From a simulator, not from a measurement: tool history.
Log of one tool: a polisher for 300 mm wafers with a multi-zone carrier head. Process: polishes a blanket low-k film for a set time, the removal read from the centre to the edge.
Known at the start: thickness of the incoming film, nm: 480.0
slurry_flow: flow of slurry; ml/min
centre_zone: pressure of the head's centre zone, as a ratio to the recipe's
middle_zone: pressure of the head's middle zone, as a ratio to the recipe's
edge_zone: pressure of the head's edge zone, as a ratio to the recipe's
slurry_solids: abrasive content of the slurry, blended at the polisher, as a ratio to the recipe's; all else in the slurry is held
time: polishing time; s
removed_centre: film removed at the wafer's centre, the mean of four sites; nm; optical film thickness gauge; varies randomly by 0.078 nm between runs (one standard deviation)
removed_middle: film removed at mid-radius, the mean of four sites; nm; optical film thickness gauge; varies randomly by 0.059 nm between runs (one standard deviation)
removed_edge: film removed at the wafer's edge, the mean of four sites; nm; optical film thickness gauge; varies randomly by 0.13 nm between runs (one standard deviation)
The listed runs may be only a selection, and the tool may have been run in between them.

{"run": 1, "hour": 0.0, "slurry_flow": 315, "centre_zone": 1, "middle_zone": 1, "edge_zone": 1, "slurry_solids": 1, "time": 50, "removed_centre": 13.565, "removed_middle": 13.466, "removed_edge": 13.631}
{"run": 2, "hour": 6.8, "slurry_flow": 365, "centre_zone": 1, "middle_zone": 1, "edge_zone": 1, "slurry_solids": 1, "time": 50, "removed_centre": 13.702, "removed_middle": 13.448, "removed_edge": 13.953}
{"run": 3, "hour": 9.8, "slurry_flow": 355, "centre_zone": 0.95, "middle_zone": 0.96, "edge_zone": 0.98, "slurry_solids": 0.85, "time": 50, "removed_centre": 11.937, "removed_middle": 11.749, "removed_edge": 12.246}
{"run": 4, "hour": 16.0, "slurry_flow": 355, "centre_zone": 0.95, "middle_zone": 0.92, "edge_zone": 0.98, "slurry_solids": 0.85, "time": 50, "removed_centre": 11.739, "removed_middle": 11.453, "removed_edge": 12.205}
{"run": 5, "hour": 23.0, "slurry_flow": 355, "centre_zone": 0.95, "middle_zone": 0.92, "edge_zone": 0.98, "slurry_solids": 1, "time": 50, "removed_centre": 13.229, "removed_middle": 12.643, "removed_edge": 13.768}
{"run": 6, "hour": 24.2, "slurry_flow": 355, "centre_zone": 0.95, "middle_zone": 0.92, "edge_zone": 0.98, "slurry_solids": 1, "time": 42, "removed_centre": 10.948, "removed_middle": 10.667, "removed_edge": 11.367}
{"run": 7, "hour": 28.9, "slurry_flow": 350, "centre_zone": 0.91, "middle_zone": 0.9, "edge_zone": 0.98, "slurry_solids": 0.95, "time": 42, "removed_centre": 10.355, "removed_middle": 10.039, "removed_edge": 11.089}

What will run 8 give?
{"run": 8, "hour": 29.5, "slurry_flow": 345, "centre_zone": 0.88, "middle_zone": 0.91, "edge_zone": 0.98, "slurry_solids": 0.9, "time": 42, "removed_centre": "?", "removed_middle": "?", "removed_edge": "?"}

Run 8 measured removed_centre 9.6656 nm, removed_middle 9.7606 nm, removed_edge 10.512 nm.
